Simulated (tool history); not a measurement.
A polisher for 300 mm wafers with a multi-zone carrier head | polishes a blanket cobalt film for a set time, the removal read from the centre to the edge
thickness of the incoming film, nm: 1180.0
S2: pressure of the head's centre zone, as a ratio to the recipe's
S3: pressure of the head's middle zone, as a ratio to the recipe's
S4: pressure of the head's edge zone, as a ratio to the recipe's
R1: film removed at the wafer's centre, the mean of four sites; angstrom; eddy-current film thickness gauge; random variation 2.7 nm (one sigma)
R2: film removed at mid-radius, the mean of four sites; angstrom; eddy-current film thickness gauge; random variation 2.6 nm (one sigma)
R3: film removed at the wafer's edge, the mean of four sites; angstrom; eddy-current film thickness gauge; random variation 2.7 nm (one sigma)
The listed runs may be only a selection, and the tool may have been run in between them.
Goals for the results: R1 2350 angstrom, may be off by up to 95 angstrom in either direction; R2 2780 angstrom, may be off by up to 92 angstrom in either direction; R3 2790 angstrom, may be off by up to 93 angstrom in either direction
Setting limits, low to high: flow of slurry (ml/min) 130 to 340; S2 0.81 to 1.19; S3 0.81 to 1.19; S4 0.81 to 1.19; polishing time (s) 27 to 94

run 1 hour=0 | flow_of_slurry_(ml/min)=220 S2=1 S3=1 S4=1 polishing_time_(s)=60 | R1=5024.8 R2=5041.8 R3=4956.6
run 2 hour=0.5 | flow_of_slurry_(ml/min)=220 S2=1 S3=1.03 S4=1 polishing_time_(s)=60 | R1=4937.2 R2=5168.7 R3=4881.6
run 3 hour=4.7 | flow_of_slurry_(ml/min)=165 S2=1 S3=1.03 S4=1 polishing_time_(s)=60 | R1=4625.1 R2=4943.5 R3=4771.7
run 4 hour=9.5 | flow_of_slurry_(ml/min)=160 S2=0.97 S3=1.02 S4=0.99 polishing_time_(s)=54 | R1=4147.7 R2=4387.2 R3=4287
run 5 hour=14.9 | flow_of_slurry_(ml/min)=155 S2=0.94 S3=1.03 S4=1 polishing_time_(s)=49 | R1=3611.4 R2=3964.7 R3=3853.2
run 6 hour=16.1 | flow_of_slurry_(ml/min)=155 S2=0.94 S3=1.03 S4=0.94 polishing_time_(s)=49 | R1=3589.4 R2=3978.7 R3=3726
run 7 hour=22.4 | flow_of_slurry_(ml/min)=135 S2=0.84 S3=0.94 S4=0.93 polishing_time_(s)=32 | R1=2037.2 R2=2329.4 R3=2386.6
run 8 hour=28.1 | flow_of_slurry_(ml/min)=155 S2=0.84 S3=0.95 S4=0.95 polishing_time_(s)=32 | R1=2113 R2=2430.2 R3=2501.2

Which one of the following 4 next-run settings gets every result inside its allowed miss? There is exactly one.
run A hour=33.8 | flow_of_slurry_(ml/min)=145 S2=0.97 S3=1.16 S4=0.81 polishing_time_(s)=34 | R1=? R2=? R3=?
run B hour=33.8 | flow_of_slurry_(ml/min)=135 S2=0.9 S3=0.89 S4=1.12 polishing_time_(s)=38 | R1=? R2=? R3=?
run C hour=33.8 | flow_of_slurry_(ml/min)=205 S2=0.88 S3=0.95 S4=0.97 polishing_time_(s)=35 | R1=? R2=? R3=?
run D hour=33.8 | flow_of_slurry_(ml/min)=130 S2=0.81 S3=0.93 S4=0.85 polishing_time_(s)=39 | R1=? R2=? R3=?

move=A R1=2535.9 R2=3018.9 R3=2439.9
move=B R1=2598.2 R2=2648.4 R3=3102
move=C R1=2584.9 R2=2805.7 R3=2847.1
move=D R1=2409.9 R2=2793 R3=2805.4
A: takes the result that was furthest off past its target
B: gains on the last run, yet a result remains outside its allowed miss
C: the worst result of the last run now meets its target, but another is out of spec
D: meets every target
The right move is D.
